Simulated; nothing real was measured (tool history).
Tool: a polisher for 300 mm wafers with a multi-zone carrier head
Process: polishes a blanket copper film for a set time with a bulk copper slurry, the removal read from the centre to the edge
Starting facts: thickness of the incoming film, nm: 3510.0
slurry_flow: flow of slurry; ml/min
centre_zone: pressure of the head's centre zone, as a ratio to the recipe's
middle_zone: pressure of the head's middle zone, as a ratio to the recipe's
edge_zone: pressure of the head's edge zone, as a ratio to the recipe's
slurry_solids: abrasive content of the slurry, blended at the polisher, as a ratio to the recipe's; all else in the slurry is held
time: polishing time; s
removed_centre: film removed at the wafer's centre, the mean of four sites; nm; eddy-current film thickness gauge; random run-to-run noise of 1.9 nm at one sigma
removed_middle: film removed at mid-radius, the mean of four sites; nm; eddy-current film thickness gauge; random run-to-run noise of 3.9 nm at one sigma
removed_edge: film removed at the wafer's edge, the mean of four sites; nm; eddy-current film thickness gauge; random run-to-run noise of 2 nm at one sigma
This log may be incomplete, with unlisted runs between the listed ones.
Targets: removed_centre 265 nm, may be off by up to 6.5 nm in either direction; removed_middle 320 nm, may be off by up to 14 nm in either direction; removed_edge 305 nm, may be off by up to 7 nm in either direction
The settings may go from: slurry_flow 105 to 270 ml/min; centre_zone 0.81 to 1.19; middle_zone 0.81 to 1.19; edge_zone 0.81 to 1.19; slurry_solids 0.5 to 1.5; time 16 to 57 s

run	day	slurry_flow	centre_zone	middle_zone	edge_zone	slurry_solids	time	removed_centre	removed_middle	removed_edge
1	0	175	1	1	1	1	36	605.13	602.94	652
2	0.296	165	0.96	1.01	0.95	0.85	30	463.47	474.95	503.89
3	0.438	155	0.92	1.03	0.91	0.75	27	374.75	415.2	417.28
4	0.646	155	0.92	1.03	0.91	0.75	23	320.05	348.42	360.62
5	0.842	155	0.92	1.08	0.91	0.75	23	317.25	370.97	357.78
6	0.946	145	0.9	1.07	0.88	0.7	23	301.3	349.76	338.89
7	1.129	110	0.82	1.07	0.81	0.6	23	239.16	315.86	299.33
8	1.171	125	0.83	1.07	0.81	0.55	23	246.65	309.4	296.31
9	1.233	125	0.83	1.07	0.81	0.55	23	246.85	315.86	296.14
10	1.546	135	0.83	1.06	0.81	0.55	23	251.27	319.95	301.56
11	1.767	135	0.83	1.06	0.81	0.55	23	253.61	317.53	299.77
12	1.796	140	0.83	1.06	0.81	0.55	23	255.15	329.3	304.12
13	2.058	140	0.84	1.05	0.81	0.55	23	256.9	318.39	301.16

Next run, 5 choices. One meets every target within its allowed miss, the rest don't. Which?
A	2.321	205	0.82	1	0.81	0.5	22	?	?	?
B	2.321	135	0.81	1.05	0.82	0.5	24	?	?	?
C	2.321	145	0.84	1.09	0.87	0.6	21	?	?	?
D	2.321	130	0.83	1.07	0.86	0.5	25	?	?	?
E	2.321	105	0.92	1.12	0.87	0.55	24	?	?	?

move	removed_centre	removed_middle	removed_edge
A	252.7	304.75	293.06
B	248.76	319.78	303.17
C	245.4	313.06	293.96
D	262.79	335.28	320.63
E	269.68	325.27	306.65
A: the biggest miss grows against the last run
B: the biggest miss grows against the last run
C: the biggest miss grows against the last run
D: puts the biggest miss on target and leaves a different result outside tolerance
E: in spec on every target
Move E is the one to make.
